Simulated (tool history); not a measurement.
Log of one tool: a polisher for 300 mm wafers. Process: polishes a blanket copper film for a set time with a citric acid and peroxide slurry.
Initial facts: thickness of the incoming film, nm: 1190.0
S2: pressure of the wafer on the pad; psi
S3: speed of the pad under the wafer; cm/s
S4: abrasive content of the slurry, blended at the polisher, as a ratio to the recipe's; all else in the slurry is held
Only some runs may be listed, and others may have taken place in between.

run 1 hour=0.0 | flow_of_slurry_(ml/min)=185 S2=3.8 S3=84 S4=1.0 polishing_time_(s)=22 | film_removed_(nm)=46.423
run 2 hour=7.3 | flow_of_slurry_(ml/min)=185 S2=3.8 S3=84 S4=1.0 polishing_time_(s)=22 | film_removed_(nm)=44.766
run 3 hour=14.6 | flow_of_slurry_(ml/min)=185 S2=3.5 S3=84 S4=1.0 polishing_time_(s)=22 | film_removed_(nm)=41.042
run 4 hour=19.2 | flow_of_slurry_(ml/min)=185 S2=3.3 S3=84 S4=1.0 polishing_time_(s)=22 | film_removed_(nm)=40.204
run 5 hour=24.9 | flow_of_slurry_(ml/min)=185 S2=3.1 S3=84 S4=1.0 polishing_time_(s)=22 | film_removed_(nm)=37.356
run 6 hour=26.9 | flow_of_slurry_(ml/min)=185 S2=3.9 S3=84 S4=1.0 polishing_time_(s)=22 | film_removed_(nm)=45.927
run 7 hour=27.4 | flow_of_slurry_(ml/min)=185 S2=3.6 S3=84 S4=1.0 polishing_time_(s)=22 | film_removed_(nm)=43.521
run 8 hour=34.5 | flow_of_slurry_(ml/min)=185 S2=3.3 S3=84 S4=1.0 polishing_time_(s)=22 | film_removed_(nm)=38.903
run 9 hour=41.2 | flow_of_slurry_(ml/min)=185 S2=3.1 S3=84 S4=1.0 polishing_time_(s)=22 | film_removed_(nm)=36.654

Forecast run 10:
-- hour=43.6 worn pad replaced by a new one
run 10 hour=43.6 | flow_of_slurry_(ml/min)=185 S2=3.0 S3=84 S4=1.0 polishing_time_(s)=22 | film_removed_(nm)=?

Run 10 yielded film removed (nm) 40.490.
